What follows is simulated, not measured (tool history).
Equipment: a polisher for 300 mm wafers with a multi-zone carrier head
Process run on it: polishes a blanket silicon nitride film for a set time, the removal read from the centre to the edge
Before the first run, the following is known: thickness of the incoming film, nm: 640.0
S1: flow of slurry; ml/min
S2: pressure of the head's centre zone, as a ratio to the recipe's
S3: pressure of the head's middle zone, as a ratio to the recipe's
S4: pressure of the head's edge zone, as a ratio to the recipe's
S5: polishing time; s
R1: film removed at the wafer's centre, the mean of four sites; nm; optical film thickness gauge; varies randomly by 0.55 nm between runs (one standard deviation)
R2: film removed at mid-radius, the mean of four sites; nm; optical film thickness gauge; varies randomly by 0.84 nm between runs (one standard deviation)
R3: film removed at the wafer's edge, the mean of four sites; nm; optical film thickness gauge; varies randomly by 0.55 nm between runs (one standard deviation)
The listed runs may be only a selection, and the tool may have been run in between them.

run	hour	S1	S2	S3	S4	S5	R1	R2	R3
1	0.0	180	1.00	1.00	1.00	60	76.664	73.925	73.547
2	3.4	190	0.97	1.04	1.03	60	74.365	77.324	74.674
3	7.6	190	0.97	1.04	0.98	60	75.582	77.638	74.224
4	9.8	190	0.97	1.04	0.91	60	73.993	76.845	71.254
5	17.0	205	0.94	1.06	0.95	60	72.835	79.160	72.441
6	22.0	205	0.89	1.06	0.95	60	69.025	80.062	72.529
7	24.2	215	0.88	1.07	0.99	60	69.238	80.708	74.027
8	31.2	225	0.88	1.08	1.02	60	69.650	81.250	76.142
9	38.8	235	0.88	1.10	1.03	60	69.879	81.896	76.481

For run 10, what comes out?
10	43.5	240	0.88	1.12	1.04	60	?	?	?

{"run 10": {"R1": 69.996, "R2": 84.27, "R3": 77.002}}

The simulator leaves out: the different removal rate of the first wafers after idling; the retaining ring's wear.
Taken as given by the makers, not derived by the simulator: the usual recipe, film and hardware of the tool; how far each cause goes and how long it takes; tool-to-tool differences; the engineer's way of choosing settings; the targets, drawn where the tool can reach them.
